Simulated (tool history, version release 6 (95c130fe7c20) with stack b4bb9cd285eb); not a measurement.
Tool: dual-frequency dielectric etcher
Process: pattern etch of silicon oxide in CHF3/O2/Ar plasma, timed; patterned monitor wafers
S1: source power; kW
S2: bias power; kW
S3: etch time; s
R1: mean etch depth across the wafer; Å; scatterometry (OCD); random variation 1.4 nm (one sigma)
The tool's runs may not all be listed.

| run | hour | S1 | S2 | S3 | R1 |
|---|---|---|---|---|---|
| 1 | 0 | 0.84 | 0.161 | 230 | 4703.6 |
| 2 | 2.3 | 0.76 | 0.16 | 230 | 4425.6 |
| 3 | 3.1 | 0.76 | 0.16 | 210 | 4011.3 |
| 4 | 10.6 | 0.88 | 0.16 | 210 | 4376.3 |
| 5 | 13.2 | 0.94 | 0.16 | 210 | 4555.7 |
| 6 | 19 | 0.9 | 0.159 | 210 | 4465.2 |
| 7 | 23 | 0.9 | 0.159 | 210 | 4435.7 |
| 8 | 26.4 | 0.87 | 0.159 | 210 | 4366.7 |

Run 9 comes next. What will it give?
| 9 | 28.1 | 0.85 | 0.159 | 210 | ? |

{"run 9": {"R1": 4296.6}}

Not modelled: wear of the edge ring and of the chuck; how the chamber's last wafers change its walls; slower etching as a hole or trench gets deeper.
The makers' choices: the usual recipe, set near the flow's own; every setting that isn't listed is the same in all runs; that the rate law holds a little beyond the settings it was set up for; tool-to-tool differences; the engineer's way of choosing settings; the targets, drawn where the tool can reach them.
